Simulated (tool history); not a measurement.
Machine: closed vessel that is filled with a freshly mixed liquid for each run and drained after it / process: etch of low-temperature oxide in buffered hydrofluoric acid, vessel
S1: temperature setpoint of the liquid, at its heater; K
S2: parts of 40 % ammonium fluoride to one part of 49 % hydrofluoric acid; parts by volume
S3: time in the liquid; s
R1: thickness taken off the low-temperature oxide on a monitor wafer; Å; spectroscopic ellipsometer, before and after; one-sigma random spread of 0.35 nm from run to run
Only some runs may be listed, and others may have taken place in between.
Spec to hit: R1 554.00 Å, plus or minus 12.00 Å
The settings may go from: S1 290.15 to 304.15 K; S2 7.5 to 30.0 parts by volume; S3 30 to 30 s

run	hour	S1	S2	S3	R1
1	0.0	296.15	22.0	30	369.08
2	2.5	296.15	22.0	30	372.86
3	6.7	297.65	22.0	30	402.34
4	7.7	295.65	22.0	30	355.19
5	11.0	295.65	25.0	30	324.88
6	12.4	297.65	24.5	30	373.55
7	19.3	299.15	24.5	30	403.38
8	24.1	300.15	24.0	30	430.63
9	29.8	301.15	23.5	30	458.83
10	35.6	301.65	23.5	30	467.52
11	37.2	302.15	23.0	30	496.69
12	41.6	302.65	23.0	30	502.84
13	47.1	303.15	23.0	30	519.32
14	50.5	303.65	23.0	30	526.02

4 candidate next runs follow, results not yet known. Just one meets every target within its allowed miss. Identify it.
A	53.9	304.15	21.0	30	?
B	53.9	304.15	22.5	30	?
C	53.9	303.65	20.0	30	?
D	53.9	302.65	22.0	30	?

move	R1
A	577.95
B	551.43
C	582.12
D	517.65
A: takes the result that was furthest off past its target
B: each result inside its tolerance
C: takes the result that was furthest off past its target
D: further off than the last run
The move that meets every target is B.
